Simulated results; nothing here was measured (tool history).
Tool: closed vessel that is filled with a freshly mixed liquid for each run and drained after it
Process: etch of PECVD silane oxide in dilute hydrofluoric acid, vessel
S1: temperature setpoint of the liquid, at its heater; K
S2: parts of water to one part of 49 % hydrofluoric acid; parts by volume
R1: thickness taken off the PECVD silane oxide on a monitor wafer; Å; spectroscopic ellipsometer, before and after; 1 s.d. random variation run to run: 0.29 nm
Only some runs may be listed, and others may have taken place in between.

Run 1, hour 0: S1 293.15 K, S2 40 parts by volume, time in the liquid (s) 45. Result: R1 170.15 Å.
Run 2, hour 2: S1 291.65 K, S2 40 parts by volume, time in the liquid (s) 45. Result: R1 159.2 Å.
Run 3, hour 8.9: S1 291.65 K, S2 30 parts by volume, time in the liquid (s) 45. Result: R1 215.04 Å.
Run 4, hour 16.3: S1 291.65 K, S2 30 parts by volume, time in the liquid (s) 35. Result: R1 164.45 Å.
Run 5, hour 24.4: S1 293.15 K, S2 30 parts by volume, time in the liquid (s) 35. Result: R1 176.39 Å.
Run 6, hour 27.4: S1 293.15 K, S2 40 parts by volume, time in the liquid (s) 35. Result: R1 130.84 Å.
Run 7, hour 28.9: S1 293.15 K, S2 40 parts by volume, time in the liquid (s) 35. Result: R1 129.19 Å.
Run 8, hour 32.3: S1 294.65 K, S2 35 parts by volume, time in the liquid (s) 35. Result: R1 158.07 Å.

What does the tool deliver on the next run?
Run 9, hour 38.2: S1 295.65 K, S2 30 parts by volume, time in the liquid (s) 35. Result: R1 ?.

Run 9 gave R1 194.34 Å.

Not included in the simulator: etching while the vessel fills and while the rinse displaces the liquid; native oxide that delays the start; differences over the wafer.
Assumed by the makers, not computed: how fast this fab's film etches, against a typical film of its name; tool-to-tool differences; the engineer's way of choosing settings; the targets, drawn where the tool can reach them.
